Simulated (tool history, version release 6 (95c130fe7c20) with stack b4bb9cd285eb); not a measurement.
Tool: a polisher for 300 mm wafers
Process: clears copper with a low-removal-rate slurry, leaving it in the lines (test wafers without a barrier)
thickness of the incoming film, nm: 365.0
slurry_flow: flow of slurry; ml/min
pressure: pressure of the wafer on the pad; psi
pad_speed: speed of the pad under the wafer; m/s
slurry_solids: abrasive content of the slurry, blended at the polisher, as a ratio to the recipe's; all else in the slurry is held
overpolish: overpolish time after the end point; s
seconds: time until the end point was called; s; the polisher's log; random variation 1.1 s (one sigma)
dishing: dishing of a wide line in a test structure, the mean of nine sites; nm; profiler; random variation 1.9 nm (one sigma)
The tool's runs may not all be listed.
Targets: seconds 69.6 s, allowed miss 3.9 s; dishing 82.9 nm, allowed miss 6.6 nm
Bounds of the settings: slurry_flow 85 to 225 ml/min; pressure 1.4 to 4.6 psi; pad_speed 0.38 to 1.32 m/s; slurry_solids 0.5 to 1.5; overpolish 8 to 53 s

| run | hour | slurry_flow | pressure | pad_speed | slurry_solids | overpolish | seconds | dishing |
|---|---|---|---|---|---|---|---|---|
| 1 | 0 | 145 | 3 | 0.84 | 1 | 27 | 120.43 | 56.748 |
| 2 | 1.9 | 145 | 3.3 | 0.84 | 1 | 26 | 111.44 | 58.069 |
| 3 | 7.8 | 145 | 3.3 | 0.74 | 1 | 26 | 123.75 | 50.912 |
| 4 | 12.1 | 165 | 3.3 | 0.74 | 1 | 26 | 120.75 | 54.068 |
| 5 | 20.6 | 130 | 3.3 | 0.74 | 1 | 26 | 130.49 | 52.485 |
| 6 | 22 | 140 | 3.6 | 0.76 | 1 | 26 | 111.52 | 58.455 |
| 7 | 28.6 | 145 | 3.8 | 0.78 | 1 | 26 | 104.86 | 60.322 |
| 8 | 33.4 | 150 | 4 | 0.82 | 1 | 26 | 93.913 | 67.762 |
| 9 | 35.9 | 155 | 4.1 | 0.84 | 1 | 26 | 90.429 | 69.994 |
| 10 | 36.5 | 155 | 4.2 | 0.86 | 1 | 26 | 84.204 | 72.221 |
| 11 | 40.3 | 155 | 4.3 | 0.88 | 1 | 26 | 81.511 | 74.546 |
| 12 | 42.5 | 155 | 4.3 | 0.88 | 1 | 26 | 81.763 | 78.38 |
| 13 | 49.1 | 155 | 4.3 | 0.88 | 1 | 26 | 81.953 | 78.018 |
| 14 | 55.8 | 160 | 4.4 | 0.9 | 1 | 25 | 76.128 | 78.187 |

4 next moves are on the table. One of them brings every result within its allowed miss. Which?
| A | 62.5 | 170 | 4.3 | 0.98 | 1.1 | 31 | ? | ? |
| B | 62.5 | 205 | 4.6 | 0.88 | 1.25 | 33 | ? | ? |
| C | 62.5 | 170 | 3.9 | 1.18 | 0.8 | 26 | ? | ? |
| D | 62.5 | 145 | 4.4 | 0.8 | 1.1 | 32 | ? | ? |

| move | seconds | dishing |
|---|---|---|
| A | 67.842 | 94.597 |
| B | 66.879 | 100.44 |
| C | 65.924 | 84.38 |
| D | 82.906 | 84.067 |
A: brings the result that was furthest off to its target, and leaves another outside
B: brings the result that was furthest off to its target, and leaves another outside
C: meets every target
D: further off than the last run
The right move is C.
